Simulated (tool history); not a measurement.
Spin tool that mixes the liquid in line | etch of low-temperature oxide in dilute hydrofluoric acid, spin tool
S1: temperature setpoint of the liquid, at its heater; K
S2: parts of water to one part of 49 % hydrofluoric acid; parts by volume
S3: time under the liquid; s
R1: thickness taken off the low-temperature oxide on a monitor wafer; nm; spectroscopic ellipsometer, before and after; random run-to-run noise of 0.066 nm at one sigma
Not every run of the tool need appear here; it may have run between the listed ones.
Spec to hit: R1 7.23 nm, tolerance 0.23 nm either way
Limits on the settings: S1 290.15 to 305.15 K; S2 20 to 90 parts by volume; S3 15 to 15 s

Run 1, hour 0: S1 297.15 K, S2 50 parts by volume, S3 15 s. Result: R1 3.1445 nm.
Run 2, hour 6.5: S1 297.15 K, S2 35 parts by volume, S3 15 s. Result: R1 4.6624 nm.
Run 3, hour 10.4: S1 298.15 K, S2 35 parts by volume, S3 15 s. Result: R1 4.7522 nm.
Run 4, hour 12.4: S1 300.65 K, S2 35 parts by volume, S3 15 s. Result: R1 5.3077 nm.
Run 5, hour 17.4: S1 301.15 K, S2 35 parts by volume, S3 15 s. Result: R1 5.4003 nm.
Run 6, hour 23.5: S1 301.15 K, S2 20 parts by volume, S3 15 s. Result: R1 9.6911 nm.
Run 7, hour 27.7: S1 300.15 K, S2 20 parts by volume, S3 15 s. Result: R1 9.2454 nm.
Run 8, hour 31.7: S1 299.15 K, S2 20 parts by volume, S3 15 s. Result: R1 8.9958 nm.
Run 9, hour 36.2: S1 298.15 K, S2 20 parts by volume, S3 15 s. Result: R1 8.5504 nm.
Run 10, hour 38.7: S1 298.15 K, S2 20 parts by volume, S3 15 s. Result: R1 8.635 nm.
Run 11, hour 41.4: S1 297.65 K, S2 20 parts by volume, S3 15 s. Result: R1 8.3537 nm.
Run 12, hour 48: S1 297.15 K, S2 20 parts by volume, S3 15 s. Result: R1 8.1965 nm.
Run 13, hour 50.5: S1 297.15 K, S2 20 parts by volume, S3 15 s. Result: R1 8.2428 nm.
Run 14, hour 57.1: S1 296.65 K, S2 20 parts by volume, S3 15 s. Result: R1 8.2071 nm.
Run 15, hour 64.4: S1 296.15 K, S2 20 parts by volume, S3 15 s. Result: R1 7.818 nm.

4 next moves are on the table. One of them brings every result within its allowed miss. Which?
Run A, hour 71.7: S1 297.15 K, S2 25 parts by volume, S3 15 s. Result: R1 ?.
Run B, hour 71.7: S1 297.65 K, S2 25 parts by volume, S3 15 s. Result: R1 ?.
Run C, hour 71.7: S1 299.65 K, S2 25 parts by volume, S3 15 s. Result: R1 ?.
Run D, hour 71.7: S1 298.15 K, S2 25 parts by volume, S3 15 s. Result: R1 ?.

move      R1
   A  6.5087
   B  6.6467
   C  7.2229
   D   6.787
A: takes the result that was furthest off past its target
B: takes the result that was furthest off past its target
C: hits every target within its allowed miss
D: takes the result that was furthest off past its target
Correct choice: C, which meets every target

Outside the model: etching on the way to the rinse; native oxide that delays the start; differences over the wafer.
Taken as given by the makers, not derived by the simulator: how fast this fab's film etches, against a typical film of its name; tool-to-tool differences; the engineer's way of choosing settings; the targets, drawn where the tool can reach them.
